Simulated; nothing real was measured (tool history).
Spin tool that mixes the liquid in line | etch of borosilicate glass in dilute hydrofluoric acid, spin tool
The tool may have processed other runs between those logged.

run  hour  temperature setpoint of the liquid (K)  parts of water to one part of 49 % hydrofluoric acid (parts by volume)  time under the liquid (s)  thickness taken off the borosilicate glass on a monitor wafer (Å)
  1     0                                  293.15                                                                     150                         55                                                             110.23
  2   6.6                                  293.15                                                                     190                         55                                                             84.127
  3  12.9                                  295.65                                                                     190                         55                                                             91.506
  4  21.5                                  296.65                                                                     180                         55                                                             100.39
  5  22.2                                  297.15                                                                     170                         55                                                             111.01
  6  29.1                                  297.15                                                                     170                         55                                                             110.61
  7  36.1                                  301.15                                                                     125                         55                                                             187.66

Predict the results of run 8:
  8  44.9                                  300.65                                                                     125                         55                                                                  ?

thickness taken off the borosilicate glass on a monitor wafer (Å): 178.57
